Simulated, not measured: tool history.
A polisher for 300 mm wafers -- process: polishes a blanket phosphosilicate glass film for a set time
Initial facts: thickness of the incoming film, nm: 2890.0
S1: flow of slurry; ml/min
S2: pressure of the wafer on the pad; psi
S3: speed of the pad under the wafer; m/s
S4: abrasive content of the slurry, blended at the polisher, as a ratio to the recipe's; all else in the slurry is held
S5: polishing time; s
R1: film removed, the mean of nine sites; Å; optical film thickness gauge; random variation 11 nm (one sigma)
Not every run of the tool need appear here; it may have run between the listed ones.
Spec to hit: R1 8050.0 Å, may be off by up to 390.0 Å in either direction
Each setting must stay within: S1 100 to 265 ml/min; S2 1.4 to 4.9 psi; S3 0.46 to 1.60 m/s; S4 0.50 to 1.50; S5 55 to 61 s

run 1 hour=0.0 | S1=170 S2=3.1 S3=1.02 S4=1.00 S5=61 | R1=5105.9
run 2 hour=4.5 | S1=170 S2=3.1 S3=1.22 S4=1.00 S5=61 | R1=5749.0
run 3 hour=7.5 | S1=170 S2=3.3 S3=1.22 S4=1.00 S5=61 | R1=6135.3
run 4 hour=13.9 | S1=170 S2=3.5 S3=1.22 S4=1.00 S5=61 | R1=6565.5
run 5 hour=22.0 | S1=170 S2=3.5 S3=1.22 S4=1.00 S5=61 | R1=6455.7
run 6 hour=29.6 | S1=170 S2=3.7 S3=1.22 S4=1.00 S5=61 | R1=6921.2
run 7 hour=33.2 | S1=170 S2=3.8 S3=1.22 S4=1.00 S5=61 | R1=7103.0
run 8 hour=36.1 | S1=170 S2=3.9 S3=1.22 S4=1.00 S5=61 | R1=7297.4

Pick the move, out of 5, that brings all results within their allowed miss; only one does.
run A hour=39.0 | S1=175 S2=4.1 S3=1.24 S4=1.05 S5=55 | R1=?
run B hour=39.0 | S1=175 S2=3.6 S3=1.28 S4=1.05 S5=61 | R1=?
run C hour=39.0 | S1=155 S2=4.7 S3=1.28 S4=0.95 S5=61 | R1=?
run D hour=39.0 | S1=140 S2=4.1 S3=1.54 S4=1.05 S5=55 | R1=?
run E hour=39.0 | S1=130 S2=3.8 S3=1.20 S4=1.05 S5=59 | R1=?

move=A R1=7265.3
move=B R1=7280.3
move=C R1=8810.0
move=D R1=8288.5
move=E R1=6652.5
A: neither nearer nor further off than the last run
B: neither nearer nor further off than the last run
C: moves the result that the last run missed by most past its target, out the other side
D: meets every target
E: misses by more than the last run did
D meets every target.
